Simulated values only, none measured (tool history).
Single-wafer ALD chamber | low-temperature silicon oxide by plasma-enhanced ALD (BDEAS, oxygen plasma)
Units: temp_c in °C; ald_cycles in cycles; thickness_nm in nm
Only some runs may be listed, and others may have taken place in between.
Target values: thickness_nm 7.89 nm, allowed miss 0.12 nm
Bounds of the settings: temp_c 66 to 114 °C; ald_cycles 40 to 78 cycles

run    day  temp_c  ald_cycles  thickness_nm
  1      0      90          59        8.6381
  2  0.225      95          58        8.3342
  3  0.383      86          58        8.5414
  4  0.617      86          65        9.6282
  5  0.896      93          65        9.3721
  6  0.925      98          63        8.9721
  7      1     101          61        8.5921
  8  1.138     104          60         8.358
  9  1.308     106          59        8.2308
 10   1.45     107          58        8.1281

Below are 4 possible settings for the next run. Only one of them brings all results inside the allowed miss of their targets. Which is it?
  A  1.592     114          55             ?
  B  1.592     109          55             ?
  C  1.592     102          54             ?
  D  1.592     109          57             ?

move  thickness_nm
   A        7.5624
   B        7.6277
   C        7.5788
   D        7.9051
A: carries the result that was furthest off beyond its target, to the other side
B: carries the result that was furthest off beyond its target, to the other side
C: carries the result that was furthest off beyond its target, to the other side
D: in spec on every target
D is the move that brings every result within its allowed miss.
